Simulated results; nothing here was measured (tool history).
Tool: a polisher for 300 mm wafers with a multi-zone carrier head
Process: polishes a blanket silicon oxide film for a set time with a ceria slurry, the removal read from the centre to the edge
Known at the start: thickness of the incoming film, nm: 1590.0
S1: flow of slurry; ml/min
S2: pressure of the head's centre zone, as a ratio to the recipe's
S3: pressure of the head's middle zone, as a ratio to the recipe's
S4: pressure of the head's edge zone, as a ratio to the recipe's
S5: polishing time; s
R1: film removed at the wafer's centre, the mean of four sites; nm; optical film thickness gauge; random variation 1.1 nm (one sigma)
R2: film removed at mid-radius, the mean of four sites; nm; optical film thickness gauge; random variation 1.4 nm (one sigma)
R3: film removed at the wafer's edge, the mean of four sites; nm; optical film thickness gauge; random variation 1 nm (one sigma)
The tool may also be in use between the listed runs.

run	hour	S1	S2	S3	S4	S5	R1	R2	R3
1	0	260	1	1	1	39	173.77	175.88	179.9
2	2.6	260	1	1	1.06	39	172.74	177.16	182.22
3	8.4	260	1	0.99	1.05	37	163.67	166.88	170.54
4	12.2	260	1	1.04	1.05	37	164.98	167.03	173.16
5	15.3	255	1.01	1.04	1.06	35	158.22	158.74	163.39
6	16.3	255	1.01	1.04	1.06	45	203.1	206.22	209.56
7	21.1	250	1.02	1.03	1.07	43	194.74	191.89	201.25

Run 8 comes next. What will it give?
8	23.8	245	0.98	0.93	0.97	32	?	?	?

R1: 137.72 nm
R2: 134.62 nm
R3: 141.73 nm
